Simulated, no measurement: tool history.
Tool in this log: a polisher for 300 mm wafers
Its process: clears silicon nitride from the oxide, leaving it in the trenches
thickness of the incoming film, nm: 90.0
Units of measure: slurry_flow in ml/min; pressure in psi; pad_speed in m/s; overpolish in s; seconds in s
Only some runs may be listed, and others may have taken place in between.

run,hour,slurry_flow,pressure,pad_speed,overpolish,seconds
1,0.0,300,2.1,1.06,17,110.020
2,1.0,300,2.1,1.06,17,105.300
3,2.6,300,2.1,1.24,17,95.882
4,7.5,300,1.9,1.24,17,103.970
5,13.3,300,1.9,1.00,17,122.450
6,21.8,300,1.9,1.10,17,113.840
7,30.5,300,1.8,1.10,17,121.320

Estimate the outcome of run 8 from the log above:
8,35.4,300,1.7,1.10,17,?

{"run 8": {"seconds": 125.07}}
